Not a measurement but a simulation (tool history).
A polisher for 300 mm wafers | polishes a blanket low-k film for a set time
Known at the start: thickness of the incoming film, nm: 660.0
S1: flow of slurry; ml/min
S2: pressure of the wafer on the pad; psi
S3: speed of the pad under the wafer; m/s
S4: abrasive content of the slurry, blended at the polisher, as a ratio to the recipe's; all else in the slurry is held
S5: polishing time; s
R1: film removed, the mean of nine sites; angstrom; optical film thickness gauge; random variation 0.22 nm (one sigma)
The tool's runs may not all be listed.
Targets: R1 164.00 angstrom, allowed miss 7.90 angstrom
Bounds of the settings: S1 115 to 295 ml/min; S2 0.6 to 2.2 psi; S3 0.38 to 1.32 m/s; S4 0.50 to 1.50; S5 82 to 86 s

run,day,S1,S2,S3,S4,S5,R1
1,0.000,190,1.4,0.84,1.00,82,249.03
2,0.083,190,1.3,0.84,1.00,82,232.09
3,0.288,190,1.2,0.84,1.00,82,212.89
4,0.583,190,1.1,0.84,1.00,82,193.13
5,0.821,190,1.1,1.04,1.00,82,230.54
6,0.888,190,1.1,1.04,1.00,82,235.50
7,1.262,190,1.1,1.04,1.00,82,234.75
8,1.512,190,1.0,1.04,1.00,82,215.49
9,1.888,190,0.9,1.04,1.00,82,188.27

5 next moves are on the table. One of them brings every result within its allowed miss. Which?
A,2.262,175,0.7,1.04,0.90,84,?
B,2.262,160,0.6,1.08,1.25,82,?
C,2.262,215,0.6,0.98,1.40,82,?
D,2.262,280,0.6,1.02,1.30,82,?
E,2.262,200,0.9,0.76,1.25,83,?

move,R1
A,147.20
B,142.90
C,143.84
D,149.14
E,165.85
A: takes the result that was furthest off past its target
B: takes the result that was furthest off past its target
C: takes the result that was furthest off past its target
D: takes the result that was furthest off past its target
E: meets every target
Move E is the one to make.
